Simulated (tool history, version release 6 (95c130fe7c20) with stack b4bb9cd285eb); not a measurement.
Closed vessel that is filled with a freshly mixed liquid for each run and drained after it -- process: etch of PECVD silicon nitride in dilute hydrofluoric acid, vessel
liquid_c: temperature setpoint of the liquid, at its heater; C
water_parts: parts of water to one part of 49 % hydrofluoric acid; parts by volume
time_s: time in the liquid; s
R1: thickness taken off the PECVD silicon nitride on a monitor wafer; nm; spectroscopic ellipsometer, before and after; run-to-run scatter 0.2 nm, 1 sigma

run 1 day=0 | liquid_c=21 water_parts=155 time_s=1200 | R1=9.535
run 2 day=0.079 | liquid_c=17.5 water_parts=155 time_s=1200 | R1=7.6215
run 3 day=0.192 | liquid_c=19.5 water_parts=155 time_s=1200 | R1=8.6275
run 4 day=0.492 | liquid_c=20.5 water_parts=145 time_s=1200 | R1=9.8576
run 5 day=0.692 | liquid_c=17 water_parts=145 time_s=1200 | R1=7.8092
run 6 day=1.046 | liquid_c=18.5 water_parts=140 time_s=1200 | R1=9.0136
run 7 day=1.079 | liquid_c=20 water_parts=135 time_s=1200 | R1=10.184
run 8 day=1.329 | liquid_c=24 water_parts=85 time_s=1205 | R1=21.06

Run 9 has not been measured yet. What should we expect?
run 9 day=1.517 | liquid_c=24.5 water_parts=85 time_s=1205 | R1=?

Run 9 gave R1 21.366 nm.
